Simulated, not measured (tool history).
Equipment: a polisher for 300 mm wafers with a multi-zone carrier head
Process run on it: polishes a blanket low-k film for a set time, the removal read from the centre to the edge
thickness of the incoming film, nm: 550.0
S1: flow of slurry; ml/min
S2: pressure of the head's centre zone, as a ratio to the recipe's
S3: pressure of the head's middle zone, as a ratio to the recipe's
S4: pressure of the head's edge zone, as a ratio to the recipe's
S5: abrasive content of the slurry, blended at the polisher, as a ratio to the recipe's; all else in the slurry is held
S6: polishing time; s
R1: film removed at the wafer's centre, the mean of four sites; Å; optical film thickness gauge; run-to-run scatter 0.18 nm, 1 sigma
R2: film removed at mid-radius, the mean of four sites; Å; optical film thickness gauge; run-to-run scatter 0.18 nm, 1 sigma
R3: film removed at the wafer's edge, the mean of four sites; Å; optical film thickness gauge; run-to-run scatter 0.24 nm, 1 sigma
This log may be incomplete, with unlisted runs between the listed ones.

run	hour	S1	S2	S3	S4	S5	S6	R1	R2	R3
1	0	165	1	1	1	1	59	394.89	392.92	395.6
2	1.3	165	1	1	1	0.85	59	361.09	358.05	369.48
3	1.8	160	0.98	1.03	0.97	0.8	57	336.76	343.62	338.84
4	10.4	155	0.95	1.05	0.96	0.75	55	299.45	322.64	309.2
5	16.2	150	0.92	1.06	0.94	0.7	55	282.32	313.53	298.45
6	18.8	150	0.92	1.06	0.94	0.7	69	351.57	391.8	371.7
7	19.7	145	0.9	1.07	0.92	0.65	66	312.59	363.01	337.76
8	25.9	140	0.89	1.08	0.9	0.6	64	282.87	331.67	302.88
9	34.4	135	0.88	1.08	0.89	0.6	63	271.31	324.74	297.03
10	35.5	130	0.87	1.08	0.88	0.6	62	265.95	320.5	290.43
11	43.8	125	0.86	1.08	0.87	0.6	61	255.91	312.01	287.45
12	44.7	125	0.85	1.09	0.86	0.6	60	248.8	314.35	277.87
13	49.4	125	0.85	1.09	0.85	0.6	59	245.79	304.81	277.62

Run 14, settings as shown, results not yet in. Your forecast:
14	54.8	125	0.85	1.09	0.85	0.6	59	?	?	?

R1: 244.23 Å
R2: 309.39 Å
R3: 276.5 Å
